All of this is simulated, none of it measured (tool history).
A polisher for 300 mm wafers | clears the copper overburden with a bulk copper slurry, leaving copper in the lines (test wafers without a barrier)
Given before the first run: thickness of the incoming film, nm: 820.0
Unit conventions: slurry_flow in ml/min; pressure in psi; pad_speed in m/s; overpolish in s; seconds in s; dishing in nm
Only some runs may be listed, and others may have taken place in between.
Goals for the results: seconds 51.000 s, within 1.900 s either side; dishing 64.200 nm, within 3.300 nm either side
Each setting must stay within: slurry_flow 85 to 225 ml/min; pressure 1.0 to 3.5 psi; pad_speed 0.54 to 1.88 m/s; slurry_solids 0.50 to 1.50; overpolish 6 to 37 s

Run 1, hour 0.0: slurry_flow 145 ml/min, pressure 2.2 psi, pad_speed 1.20 m/s, slurry_solids 1.00, overpolish 19 s. Result: seconds 94.364 s, dishing 54.681 nm.
Run 2, hour 4.9: slurry_flow 145 ml/min, pressure 2.2 psi, pad_speed 1.20 m/s, slurry_solids 1.00, overpolish 27 s. Result: seconds 92.651 s, dishing 57.877 nm.
Run 3, hour 10.7: slurry_flow 170 ml/min, pressure 2.2 psi, pad_speed 1.20 m/s, slurry_solids 1.00, overpolish 27 s. Result: seconds 93.209 s, dishing 58.072 nm.
Run 4, hour 15.6: slurry_flow 170 ml/min, pressure 2.2 psi, pad_speed 1.20 m/s, slurry_solids 0.80, overpolish 27 s. Result: seconds 98.360 s, dishing 57.626 nm.
Run 5, hour 19.1: slurry_flow 145 ml/min, pressure 2.2 psi, pad_speed 1.20 m/s, slurry_solids 0.80, overpolish 27 s. Result: seconds 100.460 s, dishing 57.399 nm.
Run 6, hour 22.6: slurry_flow 145 ml/min, pressure 2.6 psi, pad_speed 1.24 m/s, slurry_solids 0.80, overpolish 21 s. Result: seconds 84.114 s, dishing 57.462 nm.
Run 7, hour 25.1: slurry_flow 145 ml/min, pressure 2.9 psi, pad_speed 1.30 m/s, slurry_solids 0.80, overpolish 19 s. Result: seconds 72.106 s, dishing 61.081 nm.
Run 8, hour 28.3: slurry_flow 145 ml/min, pressure 3.1 psi, pad_speed 1.36 m/s, slurry_solids 0.80, overpolish 16 s. Result: seconds 65.068 s, dishing 60.945 nm.
Run 9, hour 32.4: slurry_flow 145 ml/min, pressure 3.2 psi, pad_speed 1.40 m/s, slurry_solids 0.80, overpolish 15 s. Result: seconds 61.796 s, dishing 59.334 nm.
Run 10, hour 35.6: slurry_flow 145 ml/min, pressure 3.3 psi, pad_speed 1.44 m/s, slurry_solids 0.80, overpolish 16 s. Result: seconds 58.671 s, dishing 62.514 nm.
Run 11, hour 40.8: slurry_flow 145 ml/min, pressure 3.4 psi, pad_speed 1.48 m/s, slurry_solids 0.80, overpolish 16 s. Result: seconds 55.166 s, dishing 61.416 nm.
Run 12, hour 42.4: slurry_flow 145 ml/min, pressure 3.4 psi, pad_speed 1.50 m/s, slurry_solids 0.80, overpolish 17 s. Result: seconds 55.837 s, dishing 63.742 nm.
Run 13, hour 43.2: slurry_flow 150 ml/min, pressure 3.4 psi, pad_speed 1.52 m/s, slurry_solids 0.80, overpolish 17 s. Result: seconds 53.779 s, dishing 62.344 nm.
Run 14, hour 47.7: slurry_flow 150 ml/min, pressure 3.4 psi, pad_speed 1.54 m/s, slurry_solids 0.80, overpolish 18 s. Result: seconds 53.568 s, dishing 64.094 nm.

5 candidate next runs follow, results not yet known. Just one meets every target within its allowed miss. Identify it.
Run A, hour 52.2: slurry_flow 115 ml/min, pressure 3.3 psi, pad_speed 1.56 m/s, slurry_solids 0.85, overpolish 21 s. Result: seconds ?, dishing ?.
Run B, hour 52.2: slurry_flow 160 ml/min, pressure 3.5 psi, pad_speed 1.42 m/s, slurry_solids 0.85, overpolish 23 s. Result: seconds ?, dishing ?.
Run C, hour 52.2: slurry_flow 120 ml/min, pressure 3.1 psi, pad_speed 1.52 m/s, slurry_solids 1.00, overpolish 34 s. Result: seconds ?, dishing ?.
Run D, hour 52.2: slurry_flow 145 ml/min, pressure 3.5 psi, pad_speed 1.44 m/s, slurry_solids 1.05, overpolish 17 s. Result: seconds ?, dishing ?.
Run E, hour 52.2: slurry_flow 90 ml/min, pressure 3.1 psi, pad_speed 1.82 m/s, slurry_solids 0.80, overpolish 17 s. Result: seconds ?, dishing ?.

move  seconds  dishing
   A   55.482   64.604
   B   54.280   65.635
   C   57.142   65.020
   D   51.439   64.341
   E   54.304   62.843
A: lands further from the targets than the last run did
B: lands further from the targets than the last run did
C: lands further from the targets than the last run did
D: all results in spec
E: lands further from the targets than the last run did
Answer: D

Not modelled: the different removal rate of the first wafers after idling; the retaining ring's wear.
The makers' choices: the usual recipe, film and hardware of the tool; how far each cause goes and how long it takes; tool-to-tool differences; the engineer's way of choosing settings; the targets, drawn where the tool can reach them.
